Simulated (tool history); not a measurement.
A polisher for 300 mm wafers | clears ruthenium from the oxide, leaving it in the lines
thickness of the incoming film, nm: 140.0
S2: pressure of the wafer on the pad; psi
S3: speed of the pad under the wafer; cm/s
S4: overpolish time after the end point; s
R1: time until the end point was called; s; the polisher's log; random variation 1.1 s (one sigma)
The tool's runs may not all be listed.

Run 1, hour 0.0: flow of slurry (ml/min) 260, S2 2.7 psi, S3 106 cm/s, S4 6 s. Result: R1 106.320 s.
Run 2, hour 2.5: flow of slurry (ml/min) 260, S2 2.7 psi, S3 128 cm/s, S4 6 s. Result: R1 89.732 s.
Run 3, hour 3.6: flow of slurry (ml/min) 215, S2 2.7 psi, S3 128 cm/s, S4 6 s. Result: R1 91.732 s.
Run 4, hour 6.0: flow of slurry (ml/min) 215, S2 3.3 psi, S3 128 cm/s, S4 6 s. Result: R1 74.262 s.
Run 5, hour 11.7: flow of slurry (ml/min) 215, S2 3.6 psi, S3 128 cm/s, S4 6 s. Result: R1 69.819 s.
Run 6, hour 19.7: flow of slurry (ml/min) 215, S2 2.9 psi, S3 126 cm/s, S4 6 s. Result: R1 86.468 s.
Run 7, hour 22.9: flow of slurry (ml/min) 215, S2 2.5 psi, S3 126 cm/s, S4 6 s. Result: R1 100.450 s.

Forecast run 8:
Run 8, hour 31.0: flow of slurry (ml/min) 210, S2 2.2 psi, S3 126 cm/s, S4 6 s. Result: R1 ?.

R1: 114.410 s
